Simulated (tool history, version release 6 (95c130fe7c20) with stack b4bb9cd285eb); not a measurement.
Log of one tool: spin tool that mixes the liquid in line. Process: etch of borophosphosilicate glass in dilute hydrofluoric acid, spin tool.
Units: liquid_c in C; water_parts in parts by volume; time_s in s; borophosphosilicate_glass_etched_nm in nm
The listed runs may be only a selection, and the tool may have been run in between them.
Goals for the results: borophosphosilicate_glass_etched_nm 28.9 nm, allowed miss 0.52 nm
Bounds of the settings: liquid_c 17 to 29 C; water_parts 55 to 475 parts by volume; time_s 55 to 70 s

run	hour	liquid_c	water_parts	time_s	borophosphosilicate_glass_etched_nm
1	0	21	265	70	11.507
2	6.5	21	265	70	11.459
3	11.4	23	225	70	15.157
4	16.4	23	225	70	15.22
5	24.7	23	225	55	11.836
6	29.1	25	225	55	12.781
7	31	29	120	55	31.459
8	37.2	28.5	120	55	31.025
9	43.2	28	120	55	30.204
10	49.5	27.5	120	55	29.745

Exercise: of the 5 proposed moves below, exactly one satisfies all targets within the stated allowed misses. Which move is it?
A	55.8	28.5	130	60	?
B	55.8	25.5	130	65	?
C	55.8	28	125	55	?
D	55.8	29	135	60	?
E	55.8	28.5	140	65	?

move	borophosphosilicate_glass_etched_nm
A	30.693
B	29.7
C	28.908
D	29.911
E	30.479
A: lands further from the targets than the last run did
B: closes in on the targets versus the last run, not all within tolerance yet
C: each result inside its tolerance
D: lands further from the targets than the last run did
E: lands further from the targets than the last run did
C meets every target.

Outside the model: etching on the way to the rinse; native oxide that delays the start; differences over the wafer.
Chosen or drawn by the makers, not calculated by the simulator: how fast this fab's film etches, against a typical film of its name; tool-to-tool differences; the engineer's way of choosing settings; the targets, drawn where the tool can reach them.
